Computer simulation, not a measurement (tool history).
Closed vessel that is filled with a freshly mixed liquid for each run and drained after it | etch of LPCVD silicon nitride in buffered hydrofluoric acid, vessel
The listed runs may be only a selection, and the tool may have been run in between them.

run,hour,temperature setpoint of the liquid (C),parts of 40 % ammonium fluoride to one part of 49 % hydrofluoric acid (parts by volume),time in the liquid (s),thickness taken off the LPCVD silicon nitride on a monitor wafer (nm)
1,0,25,19.5,405,2.6859
2,2,24.5,19.5,405,2.5827
3,3.4,24.5,22.5,405,2.3183
4,5.1,24,22.5,405,2.2764
5,9.1,24,18.5,405,2.6623
6,16,24,18.5,200,1.3202
7,22.8,25.5,18.5,200,1.4325
8,29.4,25,18.5,200,1.3983

Run 9 comes next. What will it give?
9,31.2,24.5,19,200,?

thickness taken off the LPCVD silicon nitride on a monitor wafer (nm): 1.3192
